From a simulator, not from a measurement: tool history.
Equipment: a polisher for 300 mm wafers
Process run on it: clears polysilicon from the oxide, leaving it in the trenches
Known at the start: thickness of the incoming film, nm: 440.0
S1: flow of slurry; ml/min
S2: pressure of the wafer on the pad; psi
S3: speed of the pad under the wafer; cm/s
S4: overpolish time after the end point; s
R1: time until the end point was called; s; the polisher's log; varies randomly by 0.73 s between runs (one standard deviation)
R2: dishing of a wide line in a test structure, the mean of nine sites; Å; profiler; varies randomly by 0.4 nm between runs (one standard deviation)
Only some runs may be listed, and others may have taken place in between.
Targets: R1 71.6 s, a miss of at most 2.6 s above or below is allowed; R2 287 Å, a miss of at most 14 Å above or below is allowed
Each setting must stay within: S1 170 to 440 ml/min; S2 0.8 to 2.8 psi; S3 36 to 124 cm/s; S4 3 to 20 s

| run | hour | S1 | S2 | S3 | S4 | R1 | R2 |
|---|---|---|---|---|---|---|---|
| 1 | 0 | 280 | 1.8 | 80 | 10 | 60.779 | 372.37 |
| 2 | 1.4 | 280 | 1.8 | 94 | 10 | 53.079 | 396.05 |
| 3 | 8.8 | 210 | 1.8 | 94 | 10 | 52.535 | 387.86 |
| 4 | 16.2 | 210 | 1.8 | 78 | 10 | 63.058 | 360.46 |
| 5 | 21.8 | 210 | 1.8 | 92 | 10 | 53.228 | 378.62 |
| 6 | 23.2 | 210 | 1.8 | 92 | 6 | 54.639 | 305.15 |
| 7 | 27.7 | 210 | 1.7 | 92 | 6 | 57.189 | 302.53 |
| 8 | 33.5 | 210 | 1.7 | 92 | 6 | 57.955 | 296.35 |
| 9 | 40.1 | 210 | 1.6 | 92 | 6 | 60.228 | 289.9 |
| 10 | 48.3 | 210 | 1.5 | 92 | 6 | 64.374 | 280.22 |

Pick the move, out of 4, that brings all results within their allowed miss; only one does.
| A | 56.5 | 175 | 1.7 | 98 | 5 | ? | ? |
| B | 56.5 | 245 | 1.5 | 88 | 7 | ? | ? |
| C | 56.5 | 205 | 1.4 | 104 | 6 | ? | ? |
| D | 56.5 | 245 | 1.4 | 88 | 7 | ? | ? |

| move | R1 | R2 |
|---|---|---|
| A | 54.41 | 276.41 |
| B | 66.835 | 298.38 |
| C | 61.342 | 286.89 |
| D | 71.426 | 287.22 |
A: the biggest miss grows against the last run
B: nearer than the last run, and not there yet
C: the biggest miss grows against the last run
D: all results in spec
D is the move that brings every result within its allowed miss.
